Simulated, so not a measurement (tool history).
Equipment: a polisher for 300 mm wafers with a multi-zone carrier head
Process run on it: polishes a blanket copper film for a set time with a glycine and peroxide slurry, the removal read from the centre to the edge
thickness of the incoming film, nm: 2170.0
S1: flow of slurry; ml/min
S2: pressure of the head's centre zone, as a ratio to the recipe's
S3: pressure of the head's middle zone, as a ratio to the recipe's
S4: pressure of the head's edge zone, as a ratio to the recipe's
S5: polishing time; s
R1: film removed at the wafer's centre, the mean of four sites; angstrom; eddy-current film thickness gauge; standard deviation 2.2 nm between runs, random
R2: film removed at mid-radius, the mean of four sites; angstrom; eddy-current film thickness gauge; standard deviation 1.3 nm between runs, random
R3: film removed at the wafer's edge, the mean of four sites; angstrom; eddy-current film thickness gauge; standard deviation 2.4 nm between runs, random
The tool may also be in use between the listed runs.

run	hour	S1	S2	S3	S4	S5	R1	R2	R3
1	0	300	1	1	1	46	2429.9	2642	2690.4
2	4.2	300	1.03	1	1	46	2444.1	2630.3	2647.1
3	11.6	290	1.01	0.96	0.99	44	2326	2461	2528.6
4	17.6	290	1.01	0.89	0.99	44	2314.4	2268.1	2586.4
5	18.2	290	1.01	0.89	1.06	44	2347.6	2286.1	2675.6
6	23.8	285	1	0.88	1.02	43	2210.9	2211.8	2487
# hour 29: centre zone pressure recalibrated
7	29	275	0.99	0.86	1.01	43	2439	2154.8	2473.3

Expected results for the next run?
8	30.7	295	1	0.86	1	42	?	?	?

Run 8 came out at R1 2497 angstrom, R2 2136.7 angstrom, R3 2439.5 angstrom.
